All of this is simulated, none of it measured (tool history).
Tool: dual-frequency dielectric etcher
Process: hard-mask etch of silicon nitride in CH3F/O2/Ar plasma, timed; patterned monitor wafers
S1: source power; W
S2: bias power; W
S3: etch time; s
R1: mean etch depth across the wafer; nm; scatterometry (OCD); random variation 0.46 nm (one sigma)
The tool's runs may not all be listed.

Run 1, day 0.000: S1 490 W, S2 93 W, S3 118 s. Result: R1 104.14 nm.
Run 2, day 0.050: S1 530 W, S2 94 W, S3 118 s. Result: R1 107.22 nm.
Run 3, day 0.096: S1 560 W, S2 95 W, S3 118 s. Result: R1 108.95 nm.
Run 4, day 0.388: S1 590 W, S2 96 W, S3 118 s. Result: R1 110.56 nm.
Run 5, day 0.662: S1 590 W, S2 96 W, S3 108 s. Result: R1 102.34 nm.
Run 6, day 0.775: S1 590 W, S2 96 W, S3 118 s. Result: R1 111.77 nm.
Run 7, day 1.058: S1 610 W, S2 96 W, S3 118 s. Result: R1 111.87 nm.

Run 8 comes next. What will it give?
Run 8, day 1.408: S1 630 W, S2 97 W, S3 118 s. Result: R1 ?.

Run 8 produced R1 113.17 nm.
